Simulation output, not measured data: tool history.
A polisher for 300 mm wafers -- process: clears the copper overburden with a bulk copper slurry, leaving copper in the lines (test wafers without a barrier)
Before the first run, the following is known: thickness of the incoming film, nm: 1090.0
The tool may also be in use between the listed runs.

run	hour	flow of slurry (ml/min)	pressure of the wafer on the pad (kPa)	speed of the pad under the wafer (cm/s)	abrasive content of the slurry	overpolish time after the end point (s)	time until the end point was called (s)	dishing of a wide line in a test structure (angstrom)
1	0	235	17.9	124	1	11	114.68	543.07
2	4.5	235	17.9	124	0.9	11	112.52	535.21
3	9.5	235	17.9	124	1	11	113.61	532.81
4	12.7	235	17.9	124	1	13	114.29	583.71
5	17.6	235	19.3	124	1	13	106.12	616.93
6	24.8	235	19.3	124	1	14	105.27	637.2
7	26.5	235	19.3	124	1	15	106	655.23

Run 8, settings as shown, results not yet in. Your forecast:
8	35.1	235	19.3	124	1	16	?	?

{"run 8": {"time until the end point was called (s)": 106.17, "dishing of a wide line in a test structure (angstrom)": 673.77}}
